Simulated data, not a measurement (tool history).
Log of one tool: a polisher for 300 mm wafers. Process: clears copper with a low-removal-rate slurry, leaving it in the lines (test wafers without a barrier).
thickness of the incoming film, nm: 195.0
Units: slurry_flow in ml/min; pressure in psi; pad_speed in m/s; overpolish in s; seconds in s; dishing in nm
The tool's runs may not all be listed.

run 1 hour=0 | slurry_flow=245 pressure=2.2 pad_speed=0.92 slurry_solids=1 overpolish=19 | seconds=100.37 dishing=26.817
run 2 hour=2.2 | slurry_flow=245 pressure=2.2 pad_speed=0.92 slurry_solids=1 overpolish=25 | seconds=96.331 dishing=31.996
run 3 hour=6.4 | slurry_flow=245 pressure=2.2 pad_speed=0.92 slurry_solids=0.9 overpolish=25 | seconds=98.384 dishing=31.206
run 4 hour=9.4 | slurry_flow=245 pressure=2.2 pad_speed=0.92 slurry_solids=0.9 overpolish=33 | seconds=97.105 dishing=38.38
run 5 hour=10.1 | slurry_flow=245 pressure=2.3 pad_speed=0.92 slurry_solids=0.9 overpolish=33 | seconds=95.852 dishing=40.316
run 6 hour=11 | slurry_flow=245 pressure=2.5 pad_speed=0.92 slurry_solids=0.9 overpolish=33 | seconds=89.198 dishing=41.312
run 7 hour=18.4 | slurry_flow=245 pressure=2.6 pad_speed=0.92 slurry_solids=0.9 overpolish=33 | seconds=84.443 dishing=42.747

Run 8 comes next. What will it give?
run 8 hour=22.4 | slurry_flow=245 pressure=2.7 pad_speed=0.92 slurry_solids=0.9 overpolish=33 | seconds=? dishing=?

seconds: 81.608 s
dishing: 43.255 nm

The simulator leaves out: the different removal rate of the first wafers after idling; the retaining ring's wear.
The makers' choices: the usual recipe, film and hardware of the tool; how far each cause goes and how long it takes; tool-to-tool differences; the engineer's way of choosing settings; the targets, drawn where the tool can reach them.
